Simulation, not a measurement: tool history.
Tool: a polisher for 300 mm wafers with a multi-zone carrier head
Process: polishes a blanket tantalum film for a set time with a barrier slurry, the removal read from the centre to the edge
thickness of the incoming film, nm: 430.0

run,hour,flow of slurry (ml/min),pressure of the head's centre zone,pressure of the head's middle zone,pressure of the head's edge zone,abrasive content of the slurry,polishing time (s),film removed at the wafer's centre (nm),film removed at mid-radius (nm),film removed at the wafer's edge (nm)
1,0,295,1,1,1,1,57,162.24,155.33,157.6
2,3.3,300,1,1.01,1.03,1.05,57,163.99,156.92,163.99
3,9.2,300,1,1.01,1.03,0.95,57,159.7,153.74,164.53
4,11.7,310,1.01,1.04,1.04,0.95,57,161.32,158.22,159.09
5,18.5,280,1.01,1.04,1.04,0.95,57,161.31,155.33,162.22
6,19.8,280,1.01,1.06,1.06,1,57,162.82,160.26,164.05

Run 7 comes next. What will it give?
7,22.8,280,1.01,1.07,1.08,1.05,57,?,?,?

film removed at the wafer's centre (nm): 164.5
film removed at mid-radius (nm): 164.43
film removed at the wafer's edge (nm): 167.28
